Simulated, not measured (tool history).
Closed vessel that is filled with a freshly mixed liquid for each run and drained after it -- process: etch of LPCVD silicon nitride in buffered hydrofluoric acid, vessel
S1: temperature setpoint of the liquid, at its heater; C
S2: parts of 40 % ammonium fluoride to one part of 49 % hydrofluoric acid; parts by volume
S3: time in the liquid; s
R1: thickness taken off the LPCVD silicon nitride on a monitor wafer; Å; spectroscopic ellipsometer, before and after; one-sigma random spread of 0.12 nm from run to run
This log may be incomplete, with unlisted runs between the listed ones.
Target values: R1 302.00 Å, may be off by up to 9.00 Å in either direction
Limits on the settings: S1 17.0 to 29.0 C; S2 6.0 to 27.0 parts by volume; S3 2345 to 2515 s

Run 1, hour 0.0: S1 21.0 C, S2 16.5 parts by volume, S3 2345 s. Result: R1 185.53 Å.
Run 2, hour 2.4: S1 19.0 C, S2 16.5 parts by volume, S3 2345 s. Result: R1 166.04 Å.
Run 3, hour 7.6: S1 21.0 C, S2 16.5 parts by volume, S3 2345 s. Result: R1 184.93 Å.
Run 4, hour 11.9: S1 18.5 C, S2 16.5 parts by volume, S3 2345 s. Result: R1 161.52 Å.
Run 5, hour 18.0: S1 18.5 C, S2 16.5 parts by volume, S3 2345 s. Result: R1 161.85 Å.
Run 6, hour 27.5: S1 18.5 C, S2 16.5 parts by volume, S3 2515 s. Result: R1 171.88 Å.
Run 7, hour 34.3: S1 20.0 C, S2 16.5 parts by volume, S3 2515 s. Result: R1 187.83 Å.
Run 8, hour 41.6: S1 21.5 C, S2 16.5 parts by volume, S3 2515 s. Result: R1 204.87 Å.
Run 9, hour 47.1: S1 21.5 C, S2 16.5 parts by volume, S3 2515 s. Result: R1 203.79 Å.
Run 10, hour 53.6: S1 23.0 C, S2 16.5 parts by volume, S3 2515 s. Result: R1 222.51 Å.
Run 11, hour 57.1: S1 24.0 C, S2 16.5 parts by volume, S3 2515 s. Result: R1 233.71 Å.
Run 12, hour 63.5: S1 25.0 C, S2 16.5 parts by volume, S3 2515 s. Result: R1 247.81 Å.
Run 13, hour 69.7: S1 25.5 C, S2 16.5 parts by volume, S3 2515 s. Result: R1 255.49 Å.

Which of these 4 next moves meets every target?
Run A, hour 75.9: S1 25.5 C, S2 14.5 parts by volume, S3 2475 s. Result: R1 ?.
Run B, hour 75.9: S1 22.0 C, S2 11.5 parts by volume, S3 2515 s. Result: R1 ?.
Run C, hour 75.9: S1 25.0 C, S2 14.0 parts by volume, S3 2445 s. Result: R1 ?.
Run D, hour 75.9: S1 25.5 C, S2 12.5 parts by volume, S3 2450 s. Result: R1 ?.

move      R1
   A  282.34
   B  297.31
   C  280.97
   D  323.23
A: nearer than the last run, and not there yet
B: hits every target within its allowed miss
C: nearer than the last run, and not there yet
D: carries the result that was furthest off beyond its target, to the other side
B is the move that brings every result within its allowed miss.
